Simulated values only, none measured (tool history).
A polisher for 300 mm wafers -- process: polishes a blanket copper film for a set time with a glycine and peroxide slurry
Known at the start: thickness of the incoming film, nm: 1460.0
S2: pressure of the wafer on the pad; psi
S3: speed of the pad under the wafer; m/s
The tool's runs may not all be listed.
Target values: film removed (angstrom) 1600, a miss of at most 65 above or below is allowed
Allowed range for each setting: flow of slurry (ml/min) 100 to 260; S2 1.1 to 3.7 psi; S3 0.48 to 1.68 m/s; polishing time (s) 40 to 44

Run 1, day 0: flow of slurry (ml/min) 165, S2 2.4 psi, S3 1.08 m/s, polishing time (s) 44. Result: film removed (angstrom) 2090.9.
Run 2, day 0.188: flow of slurry (ml/min) 165, S2 2.4 psi, S3 1.32 m/s, polishing time (s) 44. Result: film removed (angstrom) 2453.5.
Run 3, day 0.467: flow of slurry (ml/min) 165, S2 2.6 psi, S3 1.32 m/s, polishing time (s) 44. Result: film removed (angstrom) 2583.9.
Run 4, day 0.629: flow of slurry (ml/min) 160, S2 2.1 psi, S3 1.3 m/s, polishing time (s) 44. Result: film removed (angstrom) 2257.1.
Run 5, day 0.783: flow of slurry (ml/min) 160, S2 1.8 psi, S3 1.24 m/s, polishing time (s) 44. Result: film removed (angstrom) 1947.6.
Run 6, day 0.9: flow of slurry (ml/min) 160, S2 1.6 psi, S3 1.22 m/s, polishing time (s) 44. Result: film removed (angstrom) 1837.7.
Run 7, day 0.992: flow of slurry (ml/min) 160, S2 1.5 psi, S3 1.22 m/s, polishing time (s) 44. Result: film removed (angstrom) 1787.
At day 1.25: slurry nozzle cleaned.
Run 8, day 1.25: flow of slurry (ml/min) 160, S2 1.4 psi, S3 1.22 m/s, polishing time (s) 44. Result: film removed (angstrom) 1895.8.
Run 9, day 1.408: flow of slurry (ml/min) 150, S2 1.3 psi, S3 1.18 m/s, polishing time (s) 44. Result: film removed (angstrom) 1744.

Next run, 4 choices. One meets every target within its allowed miss, the rest don't. Which?
Run A, day 1.567: flow of slurry (ml/min) 130, S2 1.2 psi, S3 1.36 m/s, polishing time (s) 44. Result: film removed (angstrom) ?.
Run B, day 1.567: flow of slurry (ml/min) 180, S2 1.4 psi, S3 1.14 m/s, polishing time (s) 44. Result: film removed (angstrom) ?.
Run C, day 1.567: flow of slurry (ml/min) 100, S2 1.4 psi, S3 1.12 m/s, polishing time (s) 44. Result: film removed (angstrom) ?.
Run D, day 1.567: flow of slurry (ml/min) 155, S2 1.4 psi, S3 1.28 m/s, polishing time (s) 42. Result: film removed (angstrom) ?.

move  film removed (angstrom)
   A                   1858.2
   B                   1859.5
   C                   1606.7
   D                   1891.2
A: moves away from the targets compared with the last run
B: moves away from the targets compared with the last run
C: in spec on every target
D: moves away from the targets compared with the last run
Go with C: it meets all targets.
